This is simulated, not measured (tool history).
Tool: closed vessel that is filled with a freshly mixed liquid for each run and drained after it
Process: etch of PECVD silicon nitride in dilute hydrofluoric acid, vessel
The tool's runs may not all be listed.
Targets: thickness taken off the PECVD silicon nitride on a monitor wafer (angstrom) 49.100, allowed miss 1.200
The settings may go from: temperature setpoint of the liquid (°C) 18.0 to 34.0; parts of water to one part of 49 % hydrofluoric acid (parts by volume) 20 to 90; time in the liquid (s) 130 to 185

| run | day | temperature setpoint of the liquid (°C) | parts of water to one part of 49 % hydrofluoric acid (parts by volume) | time in the liquid (s) | thickness taken off the PECVD silicon nitride on a monitor wafer (angstrom) |
|---|---|---|---|---|---|
| 1 | 0.000 | 26.0 | 50 | 185 | 95.262 |
| 2 | 0.225 | 25.0 | 50 | 185 | 89.208 |
| 3 | 0.304 | 23.5 | 50 | 185 | 80.565 |
| 4 | 0.450 | 23.5 | 60 | 185 | 67.889 |
| 5 | 0.650 | 26.0 | 60 | 185 | 79.091 |
| 6 | 0.712 | 25.0 | 60 | 185 | 74.881 |
| 7 | 0.812 | 24.0 | 60 | 185 | 69.891 |
| 8 | 1.033 | 23.0 | 60 | 185 | 65.688 |
| 9 | 1.096 | 22.5 | 60 | 185 | 63.067 |
| 10 | 1.162 | 22.0 | 60 | 185 | 60.949 |
| 11 | 1.367 | 21.5 | 60 | 185 | 59.099 |
| 12 | 1.671 | 21.0 | 60 | 185 | 56.952 |
| 13 | 1.971 | 20.5 | 60 | 185 | 54.947 |
| 14 | 2.029 | 19.5 | 60 | 185 | 50.949 |

4 next moves are on the table. One of them brings every result within its allowed miss. Which?
| A | 2.088 | 18.0 | 50 | 180 | ? |
| B | 2.088 | 19.0 | 60 | 170 | ? |
| C | 2.088 | 18.0 | 55 | 180 | ? |
| D | 2.088 | 18.5 | 50 | 170 | ? |

| move | thickness taken off the PECVD silicon nitride on a monitor wafer (angstrom) |
|---|---|
| A | 54.167 |
| B | 45.969 |
| C | 49.383 |
| D | 52.990 |
A: further off than the last run
B: takes the result that was furthest off past its target
C: meets every target
D: further off than the last run
Move C is the one to make.
